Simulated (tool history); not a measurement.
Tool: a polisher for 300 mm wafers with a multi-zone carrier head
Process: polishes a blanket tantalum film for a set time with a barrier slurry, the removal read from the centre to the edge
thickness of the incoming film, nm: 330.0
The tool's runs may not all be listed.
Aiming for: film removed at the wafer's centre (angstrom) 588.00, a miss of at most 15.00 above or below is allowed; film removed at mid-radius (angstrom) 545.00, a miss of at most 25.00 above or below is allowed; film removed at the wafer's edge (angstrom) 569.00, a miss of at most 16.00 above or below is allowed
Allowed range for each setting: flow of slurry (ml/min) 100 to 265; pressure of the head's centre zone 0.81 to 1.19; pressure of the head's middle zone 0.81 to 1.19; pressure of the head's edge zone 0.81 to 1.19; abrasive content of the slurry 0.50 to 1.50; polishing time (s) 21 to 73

run,hour,flow of slurry (ml/min),pressure of the head's centre zone,pressure of the head's middle zone,pressure of the head's edge zone,abrasive content of the slurry,polishing time (s),film removed at the wafer's centre (angstrom),film removed at mid-radius (angstrom),film removed at the wafer's edge (angstrom)
1,0.0,170,1.00,1.00,1.00,1.00,47,520.60,533.24,539.61
2,4.0,170,0.96,1.00,1.00,1.00,47,502.79,518.67,534.41
3,12.5,170,0.96,1.00,1.00,1.10,47,514.37,556.36,554.16
4,20.8,170,0.96,1.00,1.00,1.10,56,612.11,633.73,658.39
5,23.3,170,0.96,1.00,1.04,1.10,56,619.16,649.87,673.79
6,30.1,165,0.97,1.00,1.01,1.10,56,617.85,630.50,651.97
# hour 36.9: edge zone pressure recalibrated
7,36.9,155,0.97,1.00,0.99,1.10,56,612.14,632.61,619.85
8,38.1,105,0.99,0.90,0.98,1.05,56,574.39,543.52,584.02
9,43.2,105,0.99,0.90,0.97,1.05,56,570.67,537.87,581.57
10,51.8,120,1.02,0.92,0.92,1.05,56,604.46,572.84,580.11

4 candidate next runs follow, results not yet known. Just one meets every target within its allowed miss. Identify it.
A,60.4,110,1.02,0.91,0.93,1.05,56,?,?,?
B,60.4,100,1.03,0.96,0.86,1.25,57,?,?,?
C,60.4,175,1.02,0.81,1.02,0.95,55,?,?,?
D,60.4,100,1.09,1.05,0.85,0.70,67,?,?,?

move,film removed at the wafer's centre (angstrom),film removed at mid-radius (angstrom),film removed at the wafer's edge (angstrom)
A,594.08,548.96,574.49
B,627.40,596.38,584.36
C,617.99,524.35,604.83
D,640.89,611.06,560.06
A: hits every target within its allowed miss
B: the biggest miss grows against the last run
C: brings the last run's worst result on target, with another outside its allowed miss
D: the biggest miss grows against the last run
Go with A: it meets all targets.

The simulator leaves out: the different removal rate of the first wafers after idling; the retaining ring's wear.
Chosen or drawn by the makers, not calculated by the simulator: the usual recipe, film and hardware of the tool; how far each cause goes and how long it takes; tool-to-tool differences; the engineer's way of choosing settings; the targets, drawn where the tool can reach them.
